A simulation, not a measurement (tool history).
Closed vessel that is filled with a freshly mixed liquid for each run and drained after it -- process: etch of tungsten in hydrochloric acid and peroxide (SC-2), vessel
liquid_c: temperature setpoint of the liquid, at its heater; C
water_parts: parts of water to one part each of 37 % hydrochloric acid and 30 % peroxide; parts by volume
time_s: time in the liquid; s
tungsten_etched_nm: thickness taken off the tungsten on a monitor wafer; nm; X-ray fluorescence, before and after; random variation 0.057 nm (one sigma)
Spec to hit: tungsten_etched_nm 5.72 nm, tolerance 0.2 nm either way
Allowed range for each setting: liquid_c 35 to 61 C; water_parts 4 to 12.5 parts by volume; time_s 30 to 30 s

| run | hour | liquid_c | water_parts | time_s | tungsten_etched_nm |
|---|---|---|---|---|---|
| 1 | 0 | 45 | 7 | 30 | 7.1834 |
| 2 | 5.6 | 44 | 7 | 30 | 6.8532 |
| 3 | 11 | 44 | 5.5 | 30 | 7.9594 |
| 4 | 12.4 | 44 | 4 | 30 | 9.8538 |
| 5 | 21.3 | 44 | 4 | 30 | 9.7704 |
| 6 | 24.9 | 42 | 4 | 30 | 8.6682 |
| 7 | 32.2 | 35 | 4 | 30 | 5.2185 |
| 8 | 38 | 35.5 | 4 | 30 | 5.4761 |

Which one of the following 5 next-run settings gets every result inside its allowed miss? There is exactly one.
| A | 43.8 | 36 | 4.5 | 30 | ? |
| B | 43.8 | 35 | 4 | 30 | ? |
| C | 43.8 | 37 | 4 | 30 | ? |
| D | 43.8 | 42 | 6.5 | 30 | ? |
| E | 43.8 | 36 | 4 | 30 | ? |

| move | tungsten_etched_nm |
|---|---|
| A | 5.2307 |
| B | 5.2538 |
| C | 6.0779 |
| D | 6.1874 |
| E | 5.6522 |
A: its largest miss is bigger than the last run's
B: its largest miss is bigger than the last run's
C: the result that was furthest off in the last run now lies on the other side of its target
D: the result that was furthest off in the last run now lies on the other side of its target
E: every result within its allowed miss
E meets every target.

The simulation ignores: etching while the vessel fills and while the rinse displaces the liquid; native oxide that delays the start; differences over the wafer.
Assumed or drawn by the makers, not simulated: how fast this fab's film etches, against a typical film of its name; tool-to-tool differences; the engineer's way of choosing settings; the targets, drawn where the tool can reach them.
